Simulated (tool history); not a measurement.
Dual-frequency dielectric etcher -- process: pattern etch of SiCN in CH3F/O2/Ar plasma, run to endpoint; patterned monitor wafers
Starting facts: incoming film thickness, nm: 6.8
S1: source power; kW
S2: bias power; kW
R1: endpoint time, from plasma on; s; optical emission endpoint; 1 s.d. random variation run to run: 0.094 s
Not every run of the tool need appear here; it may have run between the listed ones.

run	hour	S1	S2	R1
1	0	0.41	0.06	19.12
2	1.7	0.36	0.06	20.174
3	3.1	0.31	0.06	21.308
4	10.6	0.25	0.06	23.297
5	11.7	0.28	0.061	22.302
6	20.7	0.31	0.062	21.304
7	27.2	0.34	0.063	20.358
8	30.5	0.36	0.064	19.74

Predict the results of run 9:
9	36.3	0.38	0.064	?

Run 9 yielded R1 19.422 s.
